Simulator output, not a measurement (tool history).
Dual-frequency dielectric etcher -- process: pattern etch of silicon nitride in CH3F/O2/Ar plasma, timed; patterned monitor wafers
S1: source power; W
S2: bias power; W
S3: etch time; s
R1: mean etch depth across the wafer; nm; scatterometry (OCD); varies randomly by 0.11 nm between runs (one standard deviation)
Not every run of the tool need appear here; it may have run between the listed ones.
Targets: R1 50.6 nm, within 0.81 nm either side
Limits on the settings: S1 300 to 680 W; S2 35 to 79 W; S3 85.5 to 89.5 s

run 1 hour=0 | S1=490 S2=57 S3=85.5 | R1=57.417
run 2 hour=0.7 | S1=490 S2=52 S3=85.5 | R1=55.966
run 3 hour=2.3 | S1=490 S2=60 S3=85.5 | R1=58.465
run 4 hour=4 | S1=430 S2=60 S3=85.5 | R1=54.713
run 5 hour=4.8 | S1=430 S2=68 S3=85.5 | R1=56.655
run 6 hour=12.8 | S1=430 S2=68 S3=89.5 | R1=59.181
run 7 hour=21.8 | S1=410 S2=67 S3=89.5 | R1=57.326
run 8 hour=30.2 | S1=400 S2=67 S3=89.5 | R1=56.624
run 9 hour=34.6 | S1=400 S2=67 S3=89.5 | R1=56.819
run 10 hour=41.9 | S1=390 S2=67 S3=89.5 | R1=55.778
run 11 hour=46.6 | S1=380 S2=67 S3=89.5 | R1=55.076
run 12 hour=53.1 | S1=370 S2=67 S3=89.5 | R1=54.261
run 13 hour=55.6 | S1=360 S2=67 S3=89.5 | R1=53.502
run 14 hour=62.6 | S1=300 S2=65 S3=89.5 | R1=47.239
run 15 hour=66.6 | S1=310 S2=65 S3=89.5 | R1=48.126
run 16 hour=67.7 | S1=310 S2=65 S3=89.5 | R1=48.177

4 next moves are on the table. One of them brings every result within its allowed miss. Which?
run A hour=68.8 | S1=310 S2=77 S3=88.5 | R1=?
run B hour=68.8 | S1=320 S2=61 S3=87 | R1=?
run C hour=68.8 | S1=310 S2=65 S3=86.5 | R1=?
run D hour=68.8 | S1=300 S2=65 S3=87.5 | R1=?

move=A R1=50.338
move=B R1=46.774
move=C R1=46.513
move=D R1=46.06
A: hits every target within its allowed miss
B: moves away from the targets compared with the last run
C: moves away from the targets compared with the last run
D: moves away from the targets compared with the last run
The move that meets every target is A.

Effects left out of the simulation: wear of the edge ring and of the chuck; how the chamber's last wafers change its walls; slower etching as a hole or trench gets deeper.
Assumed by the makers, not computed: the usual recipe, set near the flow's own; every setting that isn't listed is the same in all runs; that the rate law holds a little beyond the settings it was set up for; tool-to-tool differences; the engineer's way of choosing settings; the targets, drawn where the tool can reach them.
